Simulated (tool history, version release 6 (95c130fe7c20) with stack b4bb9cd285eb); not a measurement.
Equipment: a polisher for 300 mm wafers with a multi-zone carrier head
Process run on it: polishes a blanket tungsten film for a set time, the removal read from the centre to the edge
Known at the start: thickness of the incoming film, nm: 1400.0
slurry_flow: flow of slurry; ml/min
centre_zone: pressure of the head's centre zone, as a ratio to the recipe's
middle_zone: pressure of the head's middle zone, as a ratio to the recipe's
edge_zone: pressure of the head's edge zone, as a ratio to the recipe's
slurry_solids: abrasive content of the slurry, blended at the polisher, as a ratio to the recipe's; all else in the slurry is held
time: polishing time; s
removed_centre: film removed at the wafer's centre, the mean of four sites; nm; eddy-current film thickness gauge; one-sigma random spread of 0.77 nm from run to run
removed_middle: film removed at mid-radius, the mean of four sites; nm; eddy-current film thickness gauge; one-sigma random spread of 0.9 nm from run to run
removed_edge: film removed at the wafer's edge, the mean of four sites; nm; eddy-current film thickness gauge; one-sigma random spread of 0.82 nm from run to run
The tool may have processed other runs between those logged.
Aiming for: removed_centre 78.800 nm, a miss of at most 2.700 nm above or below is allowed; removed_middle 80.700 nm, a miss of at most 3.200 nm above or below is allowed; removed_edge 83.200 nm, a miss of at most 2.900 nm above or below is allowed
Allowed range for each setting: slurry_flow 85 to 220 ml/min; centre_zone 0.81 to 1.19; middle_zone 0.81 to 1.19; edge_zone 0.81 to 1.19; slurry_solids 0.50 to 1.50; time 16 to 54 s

run  hour  slurry_flow  centre_zone  middle_zone  edge_zone  slurry_solids  time  removed_centre  removed_middle  removed_edge
  1   0.0          140         1.00         1.00       1.00           1.00    35         130.870         122.250       121.370
  2   4.0          140         1.00         1.00       1.00           1.10    35         135.150         124.240       127.330
  3   8.7          135         0.98         0.98       0.99           1.00    34         124.490         113.780       115.700
  4  10.5          135         1.05         0.98       0.99           1.00    34         128.960         116.130       116.970
     14.5  -- centre zone pressure recalibrated
  5  14.5          125         1.02         0.98       1.01           0.90    33         111.850         105.340       112.350
  6  19.2          125         0.95         0.98       1.01           0.90    33         103.250         107.920       109.530
  7  28.0          120         0.94         0.96       0.99           0.85    33         101.230         102.440       106.470
  8  30.2          115         0.93         0.95       0.97           0.80    33          99.611          97.653       103.510
  9  33.3          100         0.83         0.99       0.87           0.55    29          68.951          80.801        76.974
 10  37.7          105         0.84         0.98       0.88           0.55    29          69.212          77.980        76.631
 11  41.3          105         0.84         0.98       0.88           0.55    29          69.637          80.393        79.521
 12  46.5          110         0.85         0.97       0.88           0.55    29          69.957          80.465        78.487
 13  55.4          110         0.87         0.96       0.89           0.55    29          73.078          79.096        79.281
 14  59.5          110         0.87         0.96       0.89           0.55    29          71.523          79.197        79.338
 15  66.2          115         0.88         0.96       0.89           0.55    29          73.110          81.204        79.207
 16  74.0          115         0.89         0.95       0.90           0.55    29          74.608          78.664        81.264
 17  75.3          120         0.89         0.95       0.90           0.55    29          75.274          80.394        79.844
 18  81.0          120         0.89         0.95       0.91           0.55    29          76.070          79.003        81.168

Which of these 4 next moves meets every target?
  A  86.7          105         0.86         0.91       0.93           0.50    30               ?               ?             ?
  B  86.7           95         0.81         0.91       0.98           0.65    30               ?               ?             ?
  C  86.7          155         0.93         0.99       1.01           0.50    28               ?               ?             ?
  D  86.7           90         0.83         0.85       0.94           0.55    34               ?               ?             ?

move  removed_centre  removed_middle  removed_edge
   A          71.569          75.933        80.081
   B          71.214          79.932        86.881
   C          77.063          81.000        81.217
   D          78.006          81.125        91.837
A: misses by more than the last run did
B: misses by more than the last run did
C: every result within its allowed miss
D: gets the furthest-off result to its target, but another result is out of tolerance
C is the move that brings every result within its allowed miss.
